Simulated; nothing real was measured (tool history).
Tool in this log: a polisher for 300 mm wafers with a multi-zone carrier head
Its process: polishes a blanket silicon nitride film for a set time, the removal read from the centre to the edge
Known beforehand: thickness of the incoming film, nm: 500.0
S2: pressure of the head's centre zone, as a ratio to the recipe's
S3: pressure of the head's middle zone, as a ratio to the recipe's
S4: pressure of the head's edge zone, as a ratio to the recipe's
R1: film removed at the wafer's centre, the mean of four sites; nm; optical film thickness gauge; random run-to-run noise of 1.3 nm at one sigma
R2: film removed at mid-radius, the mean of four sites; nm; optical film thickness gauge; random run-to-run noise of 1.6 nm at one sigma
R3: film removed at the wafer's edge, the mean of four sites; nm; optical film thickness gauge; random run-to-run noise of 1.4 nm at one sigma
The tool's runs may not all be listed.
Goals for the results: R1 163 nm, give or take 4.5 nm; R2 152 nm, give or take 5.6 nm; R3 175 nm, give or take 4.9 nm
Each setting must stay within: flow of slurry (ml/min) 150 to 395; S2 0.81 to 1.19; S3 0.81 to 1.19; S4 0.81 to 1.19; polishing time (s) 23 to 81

Run 1, hour 0: flow of slurry (ml/min) 250, S2 1, S3 1, S4 1, polishing time (s) 52. Result: R1 124.77 nm, R2 124.56 nm, R3 127.62 nm.
Run 2, hour 8.1: flow of slurry (ml/min) 255, S2 1.01, S3 0.99, S4 1.03, polishing time (s) 54. Result: R1 133.36 nm, R2 126.92 nm, R3 133.08 nm.
Run 3, hour 10.9: flow of slurry (ml/min) 280, S2 1.01, S3 0.99, S4 1.03, polishing time (s) 54. Result: R1 131.77 nm, R2 130.9 nm, R3 131.69 nm.
Run 4, hour 12.1: flow of slurry (ml/min) 280, S2 1.01, S3 0.99, S4 1.03, polishing time (s) 47. Result: R1 116.33 nm, R2 115.79 nm, R3 115.51 nm.
Run 5, hour 13.4: flow of slurry (ml/min) 280, S2 1.01, S3 1.05, S4 1.03, polishing time (s) 47. Result: R1 114.23 nm, R2 117.86 nm, R3 118.44 nm.
Run 6, hour 19.6: flow of slurry (ml/min) 235, S2 1.01, S3 1.05, S4 1.03, polishing time (s) 47. Result: R1 113.85 nm, R2 118.15 nm, R3 114.85 nm.
Run 7, hour 22.5: flow of slurry (ml/min) 255, S2 1, S3 1.02, S4 1.05, polishing time (s) 51. Result: R1 122.27 nm, R2 125.9 nm, R3 126.94 nm.
Run 8, hour 24.6: flow of slurry (ml/min) 250, S2 0.99, S3 0.98, S4 1.07, polishing time (s) 54. Result: R1 129.63 nm, R2 127.29 nm, R3 135.1 nm.
Run 9, hour 30.4: flow of slurry (ml/min) 245, S2 0.99, S3 0.97, S4 1.09, polishing time (s) 56. Result: R1 133.2 nm, R2 132.42 nm, R3 142.32 nm.

Consider the 4 candidate settings below. Which is the only one whose results all fall within their allowed miss of target?
Run A, hour 36.2: flow of slurry (ml/min) 220, S2 1.01, S3 0.92, S4 1.15, polishing time (s) 68. Result: R1 ?, R2 ?, R3 ?.
Run B, hour 36.2: flow of slurry (ml/min) 245, S2 1.07, S3 0.94, S4 1.07, polishing time (s) 68. Result: R1 ?, R2 ?, R3 ?.
Run C, hour 36.2: flow of slurry (ml/min) 235, S2 1.17, S3 0.82, S4 1.07, polishing time (s) 52. Result: R1 ?, R2 ?, R3 ?.
Run D, hour 36.2: flow of slurry (ml/min) 320, S2 1.19, S3 1.17, S4 0.93, polishing time (s) 53. Result: R1 ?, R2 ?, R3 ?.

move      R1      R2      R3
   A  161.25   154.5  174.91
   B  172.92  158.92  170.19
   C  143.33  109.55  129.86
   D  154.09  150.03  126.17
A: all results in spec
B: gets the furthest-off result to its target, but another result is out of tolerance
C: misses by more than the last run did
D: misses by more than the last run did
The right move is A.
